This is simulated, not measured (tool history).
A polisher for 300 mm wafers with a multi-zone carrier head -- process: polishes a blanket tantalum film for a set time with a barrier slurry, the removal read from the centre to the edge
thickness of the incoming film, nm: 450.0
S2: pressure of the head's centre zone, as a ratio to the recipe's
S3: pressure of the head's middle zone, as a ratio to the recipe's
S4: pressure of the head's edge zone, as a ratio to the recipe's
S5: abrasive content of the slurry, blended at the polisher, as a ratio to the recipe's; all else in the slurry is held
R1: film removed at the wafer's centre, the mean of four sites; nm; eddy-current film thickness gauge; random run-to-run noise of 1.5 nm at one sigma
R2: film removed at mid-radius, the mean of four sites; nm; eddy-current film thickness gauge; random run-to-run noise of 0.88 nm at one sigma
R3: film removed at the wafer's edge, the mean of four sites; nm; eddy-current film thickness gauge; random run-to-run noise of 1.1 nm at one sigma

{"run": 1, "hour": 0.0, "flow of slurry (ml/min)": 275, "S2": 1.0, "S3": 1.0, "S4": 1.0, "S5": 1.0, "polishing time (s)": 63, "R1": 130.19, "R2": 125.53, "R3": 126.87}
{"run": 2, "hour": 2.4, "flow of slurry (ml/min)": 210, "S2": 1.0, "S3": 1.0, "S4": 1.0, "S5": 1.0, "polishing time (s)": 63, "R1": 124.42, "R2": 125.98, "R3": 125.09}
{"run": 3, "hour": 8.4, "flow of slurry (ml/min)": 210, "S2": 1.0, "S3": 1.0, "S4": 0.93, "S5": 1.0, "polishing time (s)": 63, "R1": 125.48, "R2": 123.24, "R3": 121.88}
{"run": 4, "hour": 10.1, "flow of slurry (ml/min)": 175, "S2": 1.0, "S3": 1.0, "S4": 0.93, "S5": 1.0, "polishing time (s)": 63, "R1": 123.98, "R2": 121.84, "R3": 117.87}
{"run": 5, "hour": 15.5, "flow of slurry (ml/min)": 175, "S2": 1.0, "S3": 1.0, "S4": 0.93, "S5": 1.2, "polishing time (s)": 63, "R1": 132.38, "R2": 130.18, "R3": 127.37}
{"run": 6, "hour": 23.8, "flow of slurry (ml/min)": 175, "S2": 0.98, "S3": 0.99, "S4": 0.92, "S5": 1.15, "polishing time (s)": 63, "R1": 130.46, "R2": 128.28, "R3": 126.26}
{"run": 7, "hour": 28.8, "flow of slurry (ml/min)": 175, "S2": 0.96, "S3": 0.99, "S4": 0.92, "S5": 1.05, "polishing time (s)": 63, "R1": 121.08, "R2": 124.53, "R3": 121.45}

Run 8 has not been measured yet. What should we expect?
{"run": 8, "hour": 34.6, "flow of slurry (ml/min)": 175, "S2": 0.95, "S3": 0.98, "S4": 0.91, "S5": 1.0, "polishing time (s)": 63, "R1": "?", "R2": "?", "R3": "?"}

{"run 8": {"R1": 116.44, "R2": 120.38, "R3": 118.76}}
